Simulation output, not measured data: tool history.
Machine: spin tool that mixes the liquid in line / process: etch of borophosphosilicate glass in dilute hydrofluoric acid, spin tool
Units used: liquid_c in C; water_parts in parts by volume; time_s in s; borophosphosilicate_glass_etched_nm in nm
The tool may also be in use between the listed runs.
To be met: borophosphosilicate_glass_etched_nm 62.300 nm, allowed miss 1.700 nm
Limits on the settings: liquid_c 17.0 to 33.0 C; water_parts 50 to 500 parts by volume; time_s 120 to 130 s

run,hour,liquid_c,water_parts,time_s,borophosphosilicate_glass_etched_nm
1,0.0,25.0,275,120,23.600
2,4.8,25.0,275,120,23.597
3,6.5,26.0,250,120,28.035
4,8.3,27.0,230,120,31.846
5,13.0,27.0,325,120,20.316
6,14.8,27.0,360,120,17.725
7,16.7,28.0,320,120,21.593
8,17.9,32.0,210,120,42.381
9,18.5,32.0,210,120,42.820
10,20.1,33.0,125,120,83.084
11,21.5,31.5,125,120,79.262
12,25.8,30.0,125,120,75.276
13,31.3,29.0,125,120,71.879
14,35.8,28.5,125,120,69.847
15,44.4,28.0,125,120,69.366
16,52.0,27.5,125,120,68.077
17,54.8,27.0,125,120,66.621
18,55.8,26.5,125,120,65.835
19,61.9,26.0,125,120,64.164

Consider the 4 candidate settings below. Which is the only one whose results all fall within their allowed miss of target?
A,68.0,22.5,115,130,?
B,68.0,27.0,135,130,?
C,68.0,29.0,145,130,?
D,68.0,26.5,140,130,?

move,borophosphosilicate_glass_etched_nm
A,67.601
B,66.887
C,66.209
D,62.909
A: further off than the last run
B: further off than the last run
C: further off than the last run
D: each result inside its tolerance
Go with D: it meets all targets.

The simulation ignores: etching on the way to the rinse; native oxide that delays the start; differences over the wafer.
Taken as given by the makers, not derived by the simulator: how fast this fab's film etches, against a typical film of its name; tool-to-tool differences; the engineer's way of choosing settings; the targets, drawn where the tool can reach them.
